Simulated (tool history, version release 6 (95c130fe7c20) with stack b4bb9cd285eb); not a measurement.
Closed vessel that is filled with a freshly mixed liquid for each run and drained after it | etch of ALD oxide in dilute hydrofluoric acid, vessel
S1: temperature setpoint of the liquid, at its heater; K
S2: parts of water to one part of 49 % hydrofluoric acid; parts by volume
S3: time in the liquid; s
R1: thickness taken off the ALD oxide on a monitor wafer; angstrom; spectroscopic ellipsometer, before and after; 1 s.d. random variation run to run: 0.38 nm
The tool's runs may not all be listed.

run 1 hour=0 | S1=299.15 S2=90 S3=30 | R1=125.76
run 2 hour=2.2 | S1=299.15 S2=120 S3=30 | R1=90.913
run 3 hour=9.6 | S1=301.15 S2=100 S3=30 | R1=120.93
run 4 hour=17.8 | S1=301.15 S2=130 S3=30 | R1=88.147
-- hour=22 thermometer replaced
run 5 hour=22 | S1=302.65 S2=105 S3=30 | R1=115.23
run 6 hour=30.4 | S1=302.65 S2=105 S3=30 | R1=114.99
run 7 hour=35.6 | S1=303.65 S2=85 S3=30 | R1=153.63
run 8 hour=41.4 | S1=303.65 S2=85 S3=30 | R1=151.66

Estimate the outcome of run 9 from the log above:
run 9 hour=46.2 | S1=304.65 S2=70 S3=30 | R1=?

Run 9 yielded R1 197.18 angstrom.
